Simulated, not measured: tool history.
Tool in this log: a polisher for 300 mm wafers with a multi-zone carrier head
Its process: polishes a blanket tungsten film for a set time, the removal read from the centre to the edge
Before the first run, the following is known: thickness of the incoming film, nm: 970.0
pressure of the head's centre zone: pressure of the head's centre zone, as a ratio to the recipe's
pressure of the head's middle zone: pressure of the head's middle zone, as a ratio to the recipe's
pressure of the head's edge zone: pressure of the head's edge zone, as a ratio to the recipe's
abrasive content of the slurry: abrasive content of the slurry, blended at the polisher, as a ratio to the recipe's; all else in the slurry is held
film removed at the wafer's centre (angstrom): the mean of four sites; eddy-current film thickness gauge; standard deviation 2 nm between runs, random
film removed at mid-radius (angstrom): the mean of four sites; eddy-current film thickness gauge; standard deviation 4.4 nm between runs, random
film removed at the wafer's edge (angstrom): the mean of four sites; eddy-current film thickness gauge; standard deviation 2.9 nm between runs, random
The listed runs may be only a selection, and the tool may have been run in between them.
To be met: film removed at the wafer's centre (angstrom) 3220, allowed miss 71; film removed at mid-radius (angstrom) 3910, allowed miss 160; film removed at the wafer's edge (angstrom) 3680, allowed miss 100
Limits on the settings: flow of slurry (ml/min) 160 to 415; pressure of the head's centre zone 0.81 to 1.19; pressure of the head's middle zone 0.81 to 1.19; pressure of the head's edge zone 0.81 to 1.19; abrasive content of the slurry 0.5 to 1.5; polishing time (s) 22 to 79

| run | hour | flow of slurry (ml/min) | pressure of the head's centre zone | pressure of the head's middle zone | pressure of the head's edge zone | abrasive content of the slurry | polishing time (s) | film removed at the wafer's centre (angstrom) | film removed at mid-radius (angstrom) | film removed at the wafer's edge (angstrom) |
|---|---|---|---|---|---|---|---|---|---|---|
| 1 | 0 | 265 | 1 | 1 | 1 | 1 | 50 | 2731.3 | 2746.4 | 2785.1 |
| 2 | 7.8 | 275 | 0.99 | 1.06 | 1.05 | 1.15 | 51 | 2876 | 3142.1 | 3112.8 |
| 3 | 8.8 | 275 | 0.99 | 1.01 | 1.05 | 1.15 | 51 | 2884.9 | 2953.7 | 3056.2 |
| 4 | 12.1 | 295 | 1 | 1.07 | 1.09 | 1.2 | 51 | 2994.3 | 3181.8 | 3163.5 |
| 5 | 21.1 | 295 | 1.05 | 1.07 | 1.09 | 1.2 | 51 | 3117.4 | 3162 | 3166 |
| 6 | 24.2 | 300 | 1.03 | 1.11 | 1.12 | 1.3 | 51 | 3131.2 | 3301.1 | 3292.8 |
| 7 | 32 | 315 | 1 | 1.14 | 1.12 | 1.35 | 52 | 3146.8 | 3576.1 | 3407.1 |
| 8 | 35.2 | 325 | 0.99 | 1.16 | 1.14 | 1.4 | 52 | 3165.8 | 3653.8 | 3509.3 |
| 9 | 43.4 | 335 | 0.98 | 1.17 | 1.14 | 1.45 | 52 | 3181.4 | 3709 | 3506.5 |
| 10 | 46.7 | 335 | 0.97 | 1.18 | 1.15 | 1.45 | 52 | 3144.2 | 3760.9 | 3472.9 |
| 11 | 55 | 330 | 0.96 | 1.18 | 1.16 | 1.45 | 53 | 3165.5 | 3803.7 | 3616.5 |

Which one of the following 5 next-run settings gets every result inside its allowed miss? There is exactly one.
| A | 63.3 | 405 | 0.94 | 1.07 | 1.19 | 1.5 | 52 | ? | ? | ? |
| B | 63.3 | 395 | 0.9 | 1.09 | 1.19 | 1.5 | 54 | ? | ? | ? |
| C | 63.3 | 350 | 0.93 | 1.19 | 1.01 | 1.25 | 57 | ? | ? | ? |
| D | 63.3 | 325 | 1 | 1.14 | 1.18 | 1.45 | 51 | ? | ? | ? |
| E | 63.3 | 310 | 0.96 | 1.18 | 1.16 | 1.5 | 54 | ? | ? | ? |

| move | film removed at the wafer's centre (angstrom) | film removed at mid-radius (angstrom) | film removed at the wafer's edge (angstrom) |
|---|---|---|---|
| A | 3100.1 | 3555.8 | 3655.9 |
| B | 3075.3 | 3740.9 | 3790 |
| C | 3170.1 | 4004.3 | 3484.1 |
| D | 3145.2 | 3568.8 | 3486 |
| E | 3208.5 | 3901.9 | 3675.6 |
A: the biggest miss grows against the last run
B: the biggest miss grows against the last run
C: brings the last run's worst result on target, with another outside its allowed miss
D: the biggest miss grows against the last run
E: meets every target
The move that meets every target is E.
